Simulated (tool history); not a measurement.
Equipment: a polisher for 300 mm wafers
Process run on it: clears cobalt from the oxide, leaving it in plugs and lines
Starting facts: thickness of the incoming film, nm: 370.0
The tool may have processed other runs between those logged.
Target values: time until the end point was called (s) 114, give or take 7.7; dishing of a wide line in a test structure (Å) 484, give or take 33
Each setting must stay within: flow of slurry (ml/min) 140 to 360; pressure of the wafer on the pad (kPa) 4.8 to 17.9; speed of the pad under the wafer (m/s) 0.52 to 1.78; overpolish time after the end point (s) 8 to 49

run  hour  flow of slurry (ml/min)  pressure of the wafer on the pad (kPa)  speed of the pad under the wafer (m/s)  overpolish time after the end point (s)  time until the end point was called (s)  dishing of a wide line in a test structure (Å)
  1     0                      230                                      11                                    1.14                                       25                                   64.075                                          515.79
  2   4.9                      230                                      11                                    1.14                                       20                                   66.801                                          496.54
  3    13                      230                                     9.7                                    1.12                                       23                                   74.308                                          490.95
  4  17.6                      185                                     9.7                                    1.12                                       23                                    74.66                                          512.04
  5  19.6                      230                                     9.7                                    1.12                                       23                                   73.715                                          490.03
  6  27.6                      230                                     9.7                                    1.12                                       17                                   72.067                                          434.22
  7    29                      225                                       9                                     1.1                                       20                                   81.827                                             454
  8  31.2                      220                                     5.5                                    1.08                                       29                                   127.75                                          428.35
  9  38.5                      220                                     5.5                                    1.08                                       30                                   130.29                                          450.19

Next run, 5 choices. One meets every target within its allowed miss, the rest don't. Which?
  A  45.8                      195                                     5.5                                    1.12                                       27                                        ?                                               ?
  B  45.8                      285                                     6.9                                    0.94                                       33                                        ?                                               ?
  C  45.8                      260                                     5.5                                    0.94                                       29                                        ?                                               ?
  D  45.8                      230                                     5.5                                    1.28                                       23                                        ?                                               ?
  E  45.8                      210                                     5.5                                    0.94                                       37                                        ?                                               ?

move  time until the end point was called (s)  dishing of a wide line in a test structure (Å)
   A                                   132.27                                          425.16
   B                                   116.33                                          500.09
   C                                   144.83                                          421.44
   D                                   116.73                                          416.16
   E                                   148.76                                          472.56
A: misses by more than the last run did
B: all results in spec
C: misses by more than the last run did
D: the worst result of the last run now meets its target, but another is out of spec
E: misses by more than the last run did
B is the move that brings every result within its allowed miss.

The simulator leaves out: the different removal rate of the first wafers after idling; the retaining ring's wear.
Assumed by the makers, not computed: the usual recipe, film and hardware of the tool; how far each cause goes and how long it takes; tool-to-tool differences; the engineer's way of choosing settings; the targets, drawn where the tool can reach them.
